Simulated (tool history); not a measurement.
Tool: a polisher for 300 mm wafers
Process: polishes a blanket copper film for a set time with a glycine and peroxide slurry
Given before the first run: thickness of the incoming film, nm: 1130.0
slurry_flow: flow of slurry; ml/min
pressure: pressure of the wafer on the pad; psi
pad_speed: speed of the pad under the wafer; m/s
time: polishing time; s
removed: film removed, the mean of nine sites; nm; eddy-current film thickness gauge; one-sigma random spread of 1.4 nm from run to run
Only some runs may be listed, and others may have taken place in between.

run 1 hour=0.0 | slurry_flow=225 pressure=1.8 pad_speed=1.06 time=80 | removed=368.41
run 2 hour=5.0 | slurry_flow=225 pressure=2.1 pad_speed=1.06 time=80 | removed=416.81
run 3 hour=9.3 | slurry_flow=170 pressure=2.1 pad_speed=1.06 time=80 | removed=397.87
run 4 hour=10.7 | slurry_flow=165 pressure=1.9 pad_speed=1.06 time=80 | removed=368.42
run 5 hour=19.7 | slurry_flow=165 pressure=1.7 pad_speed=1.06 time=80 | removed=336.92
run 6 hour=23.0 | slurry_flow=160 pressure=1.6 pad_speed=1.06 time=80 | removed=318.04
run 7 hour=27.1 | slurry_flow=160 pressure=1.5 pad_speed=1.06 time=80 | removed=307.25

What will run 8 give?
run 8 hour=33.0 | slurry_flow=160 pressure=1.4 pad_speed=1.06 time=80 | removed=?

{"run 8": {"removed": 290.24}}
